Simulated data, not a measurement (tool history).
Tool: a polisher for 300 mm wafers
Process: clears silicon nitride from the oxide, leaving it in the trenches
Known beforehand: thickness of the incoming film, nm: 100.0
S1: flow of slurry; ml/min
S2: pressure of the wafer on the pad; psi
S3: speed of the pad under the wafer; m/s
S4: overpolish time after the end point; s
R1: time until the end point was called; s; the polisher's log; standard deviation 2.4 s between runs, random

{"run": 1, "day": 0.0, "S1": 190, "S2": 2.3, "S3": 1.14, "S4": 12, "R1": 112.13}
{"run": 2, "day": 0.108, "S1": 225, "S2": 2.3, "S3": 1.14, "S4": 12, "R1": 113.12}
{"run": 3, "day": 0.192, "S1": 225, "S2": 2.3, "S3": 1.14, "S4": 12, "R1": 110.06}
{"run": 4, "day": 0.304, "S1": 225, "S2": 2.2, "S3": 1.14, "S4": 12, "R1": 113.56}
{"run": 5, "day": 0.358, "S1": 225, "S2": 2.6, "S3": 1.14, "S4": 12, "R1": 97.186}
{"run": 6, "day": 0.671, "S1": 225, "S2": 2.6, "S3": 1.14, "S4": 9, "R1": 99.033}
{"run": 7, "day": 0.692, "S1": 225, "S2": 2.4, "S3": 1.14, "S4": 9, "R1": 103.28}
{"run": 8, "day": 0.771, "S1": 225, "S2": 2.2, "S3": 1.14, "S4": 9, "R1": 115.09}
{"run": 9, "day": 0.921, "S1": 225, "S2": 2.1, "S3": 1.14, "S4": 9, "R1": 122.2}
{"run": 10, "day": 1.279, "S1": 225, "S2": 2, "S3": 1.14, "S4": 9, "R1": 128.45}
{"run": 11, "day": 1.304, "S1": 225, "S2": 1.9, "S3": 1.14, "S4": 9, "R1": 131.52}
{"run": 12, "day": 1.608, "S1": 225, "S2": 1.8, "S3": 1.14, "S4": 9, "R1": 138.03}
{"run": 13, "day": 1.754, "S1": 225, "S2": 1.7, "S3": 1.14, "S4": 9, "R1": 151.49}

The next listed run, before its measurement:
{"run": 14, "day": 1.838, "S1": 225, "S2": 1.6, "S3": 1.14, "S4": 9, "R1": "?"}

Run 14 gave R1 156.48 s.
